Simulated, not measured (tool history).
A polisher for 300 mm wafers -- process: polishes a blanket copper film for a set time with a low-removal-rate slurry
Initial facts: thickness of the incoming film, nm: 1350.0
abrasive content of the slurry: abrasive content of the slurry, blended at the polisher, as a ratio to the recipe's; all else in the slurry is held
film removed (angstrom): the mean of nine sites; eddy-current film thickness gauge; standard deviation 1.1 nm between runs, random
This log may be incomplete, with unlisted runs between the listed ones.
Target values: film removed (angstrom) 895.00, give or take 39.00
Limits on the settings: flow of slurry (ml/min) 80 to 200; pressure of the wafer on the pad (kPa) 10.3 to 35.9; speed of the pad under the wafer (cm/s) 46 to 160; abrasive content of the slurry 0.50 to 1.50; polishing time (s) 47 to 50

| run | hour | flow of slurry (ml/min) | pressure of the wafer on the pad (kPa) | speed of the pad under the wafer (cm/s) | abrasive content of the slurry | polishing time (s) | film removed (angstrom) |
|---|---|---|---|---|---|---|---|
| 1 | 0.0 | 130 | 22.8 | 102 | 1.00 | 47 | 1331.60 |
| 2 | 2.7 | 130 | 20.7 | 102 | 1.00 | 47 | 1234.80 |
| 3 | 8.0 | 130 | 19.3 | 102 | 1.00 | 47 | 1104.60 |
| 4 | 9.8 | 130 | 22.8 | 102 | 1.00 | 47 | 1349.60 |
| 5 | 12.6 | 130 | 21.4 | 102 | 1.00 | 47 | 1275.40 |
| 6 | 16.2 | 130 | 20.0 | 102 | 1.00 | 47 | 1185.70 |
| 7 | 23.0 | 130 | 18.6 | 102 | 1.00 | 47 | 1091.00 |
| 8 | 31.2 | 130 | 18.6 | 102 | 1.00 | 47 | 1121.80 |
| 9 | 32.6 | 130 | 17.9 | 102 | 1.00 | 47 | 1069.80 |
| 10 | 37.6 | 130 | 17.2 | 102 | 1.00 | 47 | 1030.20 |
| 11 | 45.0 | 120 | 13.8 | 102 | 1.00 | 47 | 789.81 |

Which single option among these 5 for the next run brings every result within its allowed miss of target? Just one does.
| A | 52.4 | 105 | 15.9 | 100 | 0.75 | 47 | ? |
| B | 52.4 | 135 | 22.1 | 74 | 1.00 | 48 | ? |
| C | 52.4 | 130 | 11.7 | 98 | 1.00 | 48 | ? |
| D | 52.4 | 150 | 13.8 | 108 | 1.20 | 49 | ? |
| E | 52.4 | 105 | 16.5 | 88 | 1.10 | 50 | ? |

| move | film removed (angstrom) |
|---|---|
| A | 806.95 |
| B | 959.95 |
| C | 682.65 |
| D | 960.21 |
| E | 879.98 |
A: moves toward the targets from the last run without getting all of them in spec
B: takes the biggest miss from the last run beyond its target
C: moves away from the targets compared with the last run
D: takes the biggest miss from the last run beyond its target
E: hits every target within its allowed miss
Answer: E
